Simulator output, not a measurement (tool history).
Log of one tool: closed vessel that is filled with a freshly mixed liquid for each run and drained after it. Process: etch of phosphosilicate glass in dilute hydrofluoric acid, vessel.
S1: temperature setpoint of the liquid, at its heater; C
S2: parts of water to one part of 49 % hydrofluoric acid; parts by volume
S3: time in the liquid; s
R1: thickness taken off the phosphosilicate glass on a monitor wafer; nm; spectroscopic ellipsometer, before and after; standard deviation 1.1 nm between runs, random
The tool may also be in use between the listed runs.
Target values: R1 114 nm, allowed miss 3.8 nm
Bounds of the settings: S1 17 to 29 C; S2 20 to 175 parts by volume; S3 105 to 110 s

run	hour	S1	S2	S3	R1
1	0	21	95	105	78.645
2	1.1	23.5	95	105	87.644
3	7.3	23.5	95	110	90.759
4	13	25	95	110	98.708
5	18	26	95	110	102.19
6	19.6	26	80	110	122.49
7	20.9	25.5	80	110	122.33
# hour 27.5: thermometer replaced
8	27.5	25	80	110	127.51
9	31.3	24	80	110	124.53
10	32.5	23	80	110	118.82

Exercise: of the 4 proposed moves below, exactly one satisfies all targets within the stated allowed misses. Which move is it?
A	33.7	25.5	80	105	?
B	33.7	26	80	105	?
C	33.7	18	65	110	?
D	33.7	21.5	75	105	?

move	R1
A	124.4
B	126.88
C	119.91
D	113.58
A: misses by more than the last run did
B: misses by more than the last run did
C: misses by more than the last run did
D: in spec on every target
D is the move that brings every result within its allowed miss.
